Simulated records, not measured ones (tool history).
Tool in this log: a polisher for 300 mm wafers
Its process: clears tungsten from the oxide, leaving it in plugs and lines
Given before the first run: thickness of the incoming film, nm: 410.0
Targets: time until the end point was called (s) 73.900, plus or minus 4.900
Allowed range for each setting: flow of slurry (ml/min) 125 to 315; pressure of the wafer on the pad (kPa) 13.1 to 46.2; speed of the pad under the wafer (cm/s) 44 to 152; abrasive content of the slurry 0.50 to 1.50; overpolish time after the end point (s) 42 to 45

run  hour  flow of slurry (ml/min)  pressure of the wafer on the pad (kPa)  speed of the pad under the wafer (cm/s)  abrasive content of the slurry  overpolish time after the end point (s)  time until the end point was called (s)
  1   0.0                      205                                    29.6                                       98                            1.00                                       42                                   93.397
  2   2.5                      205                                    31.0                                       98                            1.00                                       42                                   93.402
  3   3.3                      205                                    31.0                                       98                            1.00                                       45                                   91.863
  4  11.4                      205                                    32.4                                      100                            1.00                                       45                                   85.165
  5  19.9                      185                                    32.4                                      100                            1.00                                       45                                   89.725
  6  24.9                      185                                    32.4                                       82                            1.00                                       45                                  106.850
  7  33.4                      190                                    35.2                                       84                            1.00                                       45                                   97.271
  8  36.8                      195                                    37.2                                       86                            1.00                                       45                                   89.700
  9  40.6                      195                                    38.6                                       86                            1.00                                       45                                   88.215
 10  44.6                      195                                    40.0                                       88                            1.00                                       45                                   82.037

5 candidate next runs follow, results not yet known. Just one meets every target within its allowed miss. Identify it.
  A  48.6                      195                                    42.7                                       82                            0.80                                       44                                        ?
  B  48.6                      235                                    37.2                                       80                            0.95                                       44                                        ?
  C  48.6                      190                                    41.4                                       82                            1.05                                       42                                        ?
  D  48.6                      185                                    36.5                                       84                            1.05                                       42                                        ?
  E  48.6                      125                                    42.7                                      102                            0.95                                       44                                        ?

move  time until the end point was called (s)
   A                                   88.536
   B                                   97.025
   C                                   87.334
   D                                   94.489
   E                                   73.142
A: its largest miss is bigger than the last run's
B: its largest miss is bigger than the last run's
C: its largest miss is bigger than the last run's
D: its largest miss is bigger than the last run's
E: in spec on every target
Move E is the one to make.
